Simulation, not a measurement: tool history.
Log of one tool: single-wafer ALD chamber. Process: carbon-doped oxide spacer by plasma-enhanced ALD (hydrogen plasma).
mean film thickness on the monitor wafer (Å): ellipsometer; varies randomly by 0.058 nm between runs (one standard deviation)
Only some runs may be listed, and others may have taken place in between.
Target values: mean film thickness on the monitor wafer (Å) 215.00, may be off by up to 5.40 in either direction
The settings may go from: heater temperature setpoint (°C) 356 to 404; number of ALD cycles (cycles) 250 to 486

| run | hour | heater temperature setpoint (°C) | number of ALD cycles (cycles) | mean film thickness on the monitor wafer (Å) |
|---|---|---|---|---|
| 1 | 0.0 | 380 | 368 | 183.09 |
| 2 | 3.9 | 373 | 368 | 184.34 |
| 3 | 12.7 | 384 | 368 | 184.19 |
| 4 | 20.8 | 384 | 374 | 186.91 |
| 5 | 24.3 | 384 | 394 | 197.25 |
| 6 | 32.2 | 384 | 371 | 185.43 |
| 7 | 35.0 | 384 | 377 | 188.66 |
| 8 | 40.5 | 384 | 382 | 190.25 |
| 9 | 47.9 | 384 | 387 | 192.75 |

Exactly one of the 5 candidate moves below puts every result within its allowed miss. Which one?
| A | 55.3 | 383 | 342 | ? |
| B | 55.3 | 377 | 410 | ? |
| C | 55.3 | 388 | 430 | ? |
| D | 55.3 | 373 | 458 | ? |
| E | 55.3 | 379 | 451 | ? |

| move | mean film thickness on the monitor wafer (Å) |
|---|---|
| A | 170.57 |
| B | 204.49 |
| C | 214.46 |
| D | 228.43 |
| E | 224.94 |
A: the biggest miss grows against the last run
B: gains on the last run, yet a result remains outside its allowed miss
C: all results in spec
D: carries the result that was furthest off beyond its target, to the other side
E: carries the result that was furthest off beyond its target, to the other side
The move that meets every target is C.

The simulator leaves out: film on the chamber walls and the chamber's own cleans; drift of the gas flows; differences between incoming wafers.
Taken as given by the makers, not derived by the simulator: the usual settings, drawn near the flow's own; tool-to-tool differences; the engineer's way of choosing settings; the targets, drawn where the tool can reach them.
